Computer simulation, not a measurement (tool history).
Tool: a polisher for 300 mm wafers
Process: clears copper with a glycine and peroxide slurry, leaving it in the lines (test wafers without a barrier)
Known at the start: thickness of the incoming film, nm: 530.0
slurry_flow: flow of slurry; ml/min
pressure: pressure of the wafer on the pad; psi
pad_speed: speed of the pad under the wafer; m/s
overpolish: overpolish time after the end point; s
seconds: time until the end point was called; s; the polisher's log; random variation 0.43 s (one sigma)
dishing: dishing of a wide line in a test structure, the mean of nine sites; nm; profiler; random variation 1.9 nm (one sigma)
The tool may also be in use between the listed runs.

{"run": 1, "hour": 0.0, "slurry_flow": 225, "pressure": 3.2, "pad_speed": 1.22, "overpolish": 18, "seconds": 64.059, "dishing": 77.491}
{"run": 2, "hour": 1.8, "slurry_flow": 225, "pressure": 3.2, "pad_speed": 1.22, "overpolish": 22, "seconds": 63.747, "dishing": 82.475}
{"run": 3, "hour": 8.9, "slurry_flow": 225, "pressure": 3.2, "pad_speed": 1.38, "overpolish": 22, "seconds": 56.343, "dishing": 86.442}
{"run": 4, "hour": 11.0, "slurry_flow": 245, "pressure": 3.2, "pad_speed": 1.38, "overpolish": 22, "seconds": 57.268, "dishing": 87.948}
{"run": 5, "hour": 17.3, "slurry_flow": 245, "pressure": 3.2, "pad_speed": 1.22, "overpolish": 22, "seconds": 62.889, "dishing": 85.546}
{"run": 6, "hour": 21.5, "slurry_flow": 245, "pressure": 3.2, "pad_speed": 1.22, "overpolish": 14, "seconds": 62.169, "dishing": 64.337}
{"run": 7, "hour": 30.3, "slurry_flow": 250, "pressure": 3.5, "pad_speed": 1.22, "overpolish": 16, "seconds": 58.323, "dishing": 76.458}
{"run": 8, "hour": 37.3, "slurry_flow": 250, "pressure": 3.7, "pad_speed": 1.22, "overpolish": 16, "seconds": 55.268, "dishing": 75.53}
{"run": 9, "hour": 41.2, "slurry_flow": 250, "pressure": 3.8, "pad_speed": 1.22, "overpolish": 17, "seconds": 54.849, "dishing": 80.143}

The next listed run, before its measurement:
{"run": 10, "hour": 45.3, "slurry_flow": 250, "pressure": 3.9, "pad_speed": 1.22, "overpolish": 17, "seconds": "?", "dishing": "?"}

seconds: 52.235 s
dishing: 79.906 nm
